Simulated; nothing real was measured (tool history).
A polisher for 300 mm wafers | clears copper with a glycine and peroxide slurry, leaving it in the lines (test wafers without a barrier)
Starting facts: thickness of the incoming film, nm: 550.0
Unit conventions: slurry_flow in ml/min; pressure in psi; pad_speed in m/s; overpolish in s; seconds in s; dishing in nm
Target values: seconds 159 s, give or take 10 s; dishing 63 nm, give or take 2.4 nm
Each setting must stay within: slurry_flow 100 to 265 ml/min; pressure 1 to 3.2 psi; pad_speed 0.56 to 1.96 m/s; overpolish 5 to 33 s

Run 1, hour 0: slurry_flow 170 ml/min, pressure 2.1 psi, pad_speed 1.26 m/s, overpolish 17 s. Result: seconds 109.94 s, dishing 59.527 nm.
Run 2, hour 6.5: slurry_flow 165 ml/min, pressure 1.9 psi, pad_speed 1.24 m/s, overpolish 19 s. Result: seconds 115.32 s, dishing 60.291 nm.
Run 3, hour 10.1: slurry_flow 165 ml/min, pressure 1.6 psi, pad_speed 1.24 m/s, overpolish 19 s. Result: seconds 131.41 s, dishing 55.92 nm.
Run 4, hour 11.9: slurry_flow 165 ml/min, pressure 1.4 psi, pad_speed 1.24 m/s, overpolish 21 s. Result: seconds 139.17 s, dishing 56.223 nm.
Run 5, hour 19.1: slurry_flow 165 ml/min, pressure 1.6 psi, pad_speed 1.24 m/s, overpolish 21 s. Result: seconds 129.58 s, dishing 60.356 nm.
Run 6, hour 24.7: slurry_flow 180 ml/min, pressure 1.6 psi, pad_speed 1.24 m/s, overpolish 21 s. Result: seconds 128.39 s, dishing 61.551 nm.
Run 7, hour 27.8: slurry_flow 175 ml/min, pressure 1.4 psi, pad_speed 1.22 m/s, overpolish 22 s. Result: seconds 142.57 s, dishing 58.224 nm.
Run 8, hour 28.3: slurry_flow 175 ml/min, pressure 1.3 psi, pad_speed 1.22 m/s, overpolish 23 s. Result: seconds 148.37 s, dishing 58.967 nm.
Run 9, hour 34: slurry_flow 175 ml/min, pressure 1.3 psi, pad_speed 1.22 m/s, overpolish 24 s. Result: seconds 145.18 s, dishing 61.408 nm.

Next run, 5 choices. One meets every target within its allowed miss, the rest don't. Which?
Run A, hour 39.7: slurry_flow 165 ml/min, pressure 1.6 psi, pad_speed 1.18 m/s, overpolish 21 s. Result: seconds ?, dishing ?.
Run B, hour 39.7: slurry_flow 175 ml/min, pressure 1.2 psi, pad_speed 1.42 m/s, overpolish 23 s. Result: seconds ?, dishing ?.
Run C, hour 39.7: slurry_flow 150 ml/min, pressure 1 psi, pad_speed 1.14 m/s, overpolish 30 s. Result: seconds ?, dishing ?.
Run D, hour 39.7: slurry_flow 165 ml/min, pressure 1.5 psi, pad_speed 1.26 m/s, overpolish 23 s. Result: seconds ?, dishing ?.
Run E, hour 39.7: slurry_flow 170 ml/min, pressure 1.2 psi, pad_speed 1.12 m/s, overpolish 27 s. Result: seconds ?, dishing ?.

move  seconds  dishing
   A   136.49   59.879
   B   141.55   61.591
   C   178.51    63.37
   D   136.13   64.393
   E   162.77   63.139
A: misses by more than the last run did
B: misses by more than the last run did
C: takes the result that was furthest off past its target
D: misses by more than the last run did
E: in spec on every target
The right move is E.
